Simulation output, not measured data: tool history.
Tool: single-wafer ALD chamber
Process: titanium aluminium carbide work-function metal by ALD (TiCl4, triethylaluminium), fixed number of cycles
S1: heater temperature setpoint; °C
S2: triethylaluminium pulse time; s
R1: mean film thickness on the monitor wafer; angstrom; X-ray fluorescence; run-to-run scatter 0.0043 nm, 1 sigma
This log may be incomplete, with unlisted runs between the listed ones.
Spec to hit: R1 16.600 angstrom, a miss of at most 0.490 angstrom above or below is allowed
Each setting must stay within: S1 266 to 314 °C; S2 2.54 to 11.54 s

run 1 hour=0.0 | S1=290 S2=7.04 | R1=19.687
run 2 hour=2.6 | S1=295 S2=7.04 | R1=20.106
run 3 hour=5.7 | S1=291 S2=6.25 | R1=19.092
run 4 hour=11.9 | S1=287 S2=6.25 | R1=18.934
run 5 hour=17.9 | S1=287 S2=7.43 | R1=19.721
run 6 hour=21.2 | S1=282 S2=7.43 | R1=19.359
run 7 hour=23.7 | S1=279 S2=6.72 | R1=18.646
run 8 hour=26.1 | S1=277 S2=6.18 | R1=18.055
run 9 hour=29.1 | S1=275 S2=5.83 | R1=17.581
run 10 hour=36.3 | S1=274 S2=5.62 | R1=17.170

Pick the move, out of 4, that brings all results within their allowed miss; only one does.
run A hour=43.5 | S1=279 S2=4.34 | R1=?
run B hour=43.5 | S1=266 S2=4.71 | R1=?
run C hour=43.5 | S1=279 S2=6.76 | R1=?
run D hour=43.5 | S1=273 S2=5.10 | R1=?

move=A R1=15.516
move=B R1=15.355
move=C R1=18.694
move=D R1=16.436
A: the result that was furthest off in the last run now lies on the other side of its target
B: the result that was furthest off in the last run now lies on the other side of its target
C: further off than the last run
D: all results land within tolerance of their targets
D meets every target.
